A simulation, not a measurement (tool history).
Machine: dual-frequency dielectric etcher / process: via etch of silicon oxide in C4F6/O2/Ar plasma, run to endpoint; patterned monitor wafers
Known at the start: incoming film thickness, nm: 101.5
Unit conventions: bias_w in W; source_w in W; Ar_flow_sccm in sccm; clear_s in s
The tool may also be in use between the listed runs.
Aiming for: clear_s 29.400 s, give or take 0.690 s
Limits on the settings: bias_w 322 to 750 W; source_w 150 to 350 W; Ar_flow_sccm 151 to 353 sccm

run 1 hour=0.0 | bias_w=536 source_w=250 Ar_flow_sccm=252 | clear_s=24.970
run 2 hour=1.1 | bias_w=519 source_w=250 Ar_flow_sccm=253 | clear_s=25.268
run 3 hour=4.3 | bias_w=477 source_w=250 Ar_flow_sccm=253 | clear_s=25.606
run 4 hour=10.9 | bias_w=477 source_w=270 Ar_flow_sccm=253 | clear_s=25.360
run 5 hour=17.0 | bias_w=477 source_w=270 Ar_flow_sccm=276 | clear_s=25.253
run 6 hour=21.7 | bias_w=462 source_w=260 Ar_flow_sccm=277 | clear_s=26.195
run 7 hour=24.3 | bias_w=451 source_w=260 Ar_flow_sccm=278 | clear_s=26.420
run 8 hour=29.0 | bias_w=451 source_w=260 Ar_flow_sccm=278 | clear_s=26.173
run 9 hour=36.6 | bias_w=440 source_w=260 Ar_flow_sccm=279 | clear_s=26.337
run 10 hour=43.2 | bias_w=440 source_w=260 Ar_flow_sccm=279 | clear_s=26.438

Exactly one of the 5 candidate moves below puts every result within its allowed miss. Which one?
run A hour=49.8 | bias_w=322 source_w=210 Ar_flow_sccm=353 | clear_s=?
run B hour=49.8 | bias_w=355 source_w=200 Ar_flow_sccm=334 | clear_s=?
run C hour=49.8 | bias_w=334 source_w=240 Ar_flow_sccm=305 | clear_s=?
run D hour=49.8 | bias_w=322 source_w=200 Ar_flow_sccm=309 | clear_s=?
run E hour=49.8 | bias_w=383 source_w=250 Ar_flow_sccm=277 | clear_s=?

move=A clear_s=30.931
move=B clear_s=30.552
move=C clear_s=28.907
move=D clear_s=30.946
move=E clear_s=27.355
A: the result that was furthest off in the last run now lies on the other side of its target
B: the result that was furthest off in the last run now lies on the other side of its target
C: hits every target within its allowed miss
D: the result that was furthest off in the last run now lies on the other side of its target
E: closes in on the targets versus the last run, not all within tolerance yet
So the answer is move C, the one that meets all the targets.
